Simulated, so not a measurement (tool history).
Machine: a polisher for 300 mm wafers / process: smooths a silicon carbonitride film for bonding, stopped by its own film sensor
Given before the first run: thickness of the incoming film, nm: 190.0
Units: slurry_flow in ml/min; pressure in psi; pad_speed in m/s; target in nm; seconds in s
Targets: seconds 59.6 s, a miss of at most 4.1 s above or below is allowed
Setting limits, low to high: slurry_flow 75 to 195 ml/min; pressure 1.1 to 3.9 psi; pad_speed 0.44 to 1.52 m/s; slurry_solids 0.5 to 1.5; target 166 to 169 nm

{"run": 1, "hour": 0.0, "slurry_flow": 125, "pressure": 2.5, "pad_speed": 0.98, "slurry_solids": 1, "target": 166, "seconds": 79.547}
{"run": 2, "hour": 6.6, "slurry_flow": 125, "pressure": 2.6, "pad_speed": 0.98, "slurry_solids": 1, "target": 166, "seconds": 77.515}
{"run": 3, "hour": 14.7, "slurry_flow": 125, "pressure": 2.1, "pad_speed": 0.98, "slurry_solids": 1, "target": 166, "seconds": 90.122}
{"run": 4, "hour": 18.8, "slurry_flow": 100, "pressure": 2.1, "pad_speed": 0.98, "slurry_solids": 1, "target": 166, "seconds": 94.646}
{"run": 5, "hour": 23.7, "slurry_flow": 100, "pressure": 2.1, "pad_speed": 0.84, "slurry_solids": 1, "target": 166, "seconds": 103.34}
{"run": 6, "hour": 25.9, "slurry_flow": 100, "pressure": 2.1, "pad_speed": 0.68, "slurry_solids": 1, "target": 166, "seconds": 123.03}
{"run": 7, "hour": 28.7, "slurry_flow": 105, "pressure": 2.8, "pad_speed": 0.8, "slurry_solids": 1, "target": 166, "seconds": 88.572}
{"run": 8, "hour": 29.3, "slurry_flow": 105, "pressure": 3, "pad_speed": 0.82, "slurry_solids": 1, "target": 166, "seconds": 82.802}
{"run": 9, "hour": 31.3, "slurry_flow": 105, "pressure": 3.1, "pad_speed": 0.84, "slurry_solids": 1, "target": 166, "seconds": 82.988}
{"run": 10, "hour": 35.4, "slurry_flow": 110, "pressure": 3.2, "pad_speed": 0.86, "slurry_solids": 1, "target": 166, "seconds": 78.471}
{"run": 11, "hour": 36.4, "slurry_flow": 110, "pressure": 3.3, "pad_speed": 0.88, "slurry_solids": 1, "target": 166, "seconds": 74.597}
{"run": 12, "hour": 42.0, "slurry_flow": 110, "pressure": 3.4, "pad_speed": 0.9, "slurry_solids": 1, "target": 166, "seconds": 71.203}
{"run": 13, "hour": 47.8, "slurry_flow": 110, "pressure": 3.5, "pad_speed": 0.9, "slurry_solids": 1, "target": 166, "seconds": 70.686}
{"run": 14, "hour": 51.6, "slurry_flow": 110, "pressure": 3.6, "pad_speed": 0.92, "slurry_solids": 1, "target": 166, "seconds": 69.114}
{"run": 15, "hour": 58.5, "slurry_flow": 110, "pressure": 3.6, "pad_speed": 0.94, "slurry_solids": 1, "target": 166, "seconds": 63.62}

Exercise: of the 4 proposed moves below, exactly one satisfies all targets within the stated allowed misses. Which move is it?
{"run": "A", "hour": 65.4, "slurry_flow": 110, "pressure": 3.3, "pad_speed": 0.8, "slurry_solids": 1, "target": 168, "seconds": "?"}
{"run": "B", "hour": 65.4, "slurry_flow": 145, "pressure": 3.7, "pad_speed": 0.86, "slurry_solids": 0.8, "target": 167, "seconds": "?"}
{"run": "C", "hour": 65.4, "slurry_flow": 115, "pressure": 3.8, "pad_speed": 0.8, "slurry_solids": 1.05, "target": 166, "seconds": "?"}
{"run": "D", "hour": 65.4, "slurry_flow": 125, "pressure": 3.3, "pad_speed": 0.98, "slurry_solids": 1.1, "target": 167, "seconds": "?"}

move=A seconds=72.945
move=B seconds=68.3
move=C seconds=69.559
move=D seconds=60.545
A: moves away from the targets compared with the last run
B: moves away from the targets compared with the last run
C: moves away from the targets compared with the last run
D: every result within its allowed miss
Answer: D
